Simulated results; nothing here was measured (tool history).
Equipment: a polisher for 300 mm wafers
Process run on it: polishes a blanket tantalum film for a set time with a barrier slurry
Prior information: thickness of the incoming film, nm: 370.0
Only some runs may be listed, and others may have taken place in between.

run  hour  flow of slurry (ml/min)  pressure of the wafer on the pad (psi)  speed of the pad under the wafer (m/s)  abrasive content of the slurry  polishing time (s)  film removed (Å)
  1     0                      135                                     1.7                                    1.06                               1                  82            1066.4
  2   3.7                      135                                     1.7                                    1.06                               1                  82            1064.7
  3  10.3                      130                                     1.5                                    1.06                               1                  82            950.68
  4  17.7                      130                                     1.5                                    1.06                            1.15                  82            1001.4
  5  22.8                      130                                     1.5                                    1.06                             1.3                  82            1026.1
  6  30.3                      125                                     1.3                                    1.06                             1.3                  82            878.18
  7  37.9                      120                                     1.2                                    1.06                             1.3                  82            814.52
  8  42.9                      115                                     1.2                                    1.06                             1.3                  82            810.66
  9  44.8                      105                                     0.9                                    1.06                             1.3                  82            602.86
 10  49.4                      115                                     0.9                                    1.06                             1.3                  82            622.19
 11  52.5                      125                                     0.9                                    1.06                             1.3                  82            629.76
 12    60                      150                                     1.1                                    1.06                             1.3                  82            768.12
 13  68.8                      145                                     1.1                                    1.06                             1.3                  82            781.58
 14  71.4                      135                                     1.1                                    1.06                             1.3                  82            769.39

What does the tool deliver on the next run?
 15  75.7                      130                                     1.1                                    1.06                             1.3                  82                 ?

film removed (Å): 752.76

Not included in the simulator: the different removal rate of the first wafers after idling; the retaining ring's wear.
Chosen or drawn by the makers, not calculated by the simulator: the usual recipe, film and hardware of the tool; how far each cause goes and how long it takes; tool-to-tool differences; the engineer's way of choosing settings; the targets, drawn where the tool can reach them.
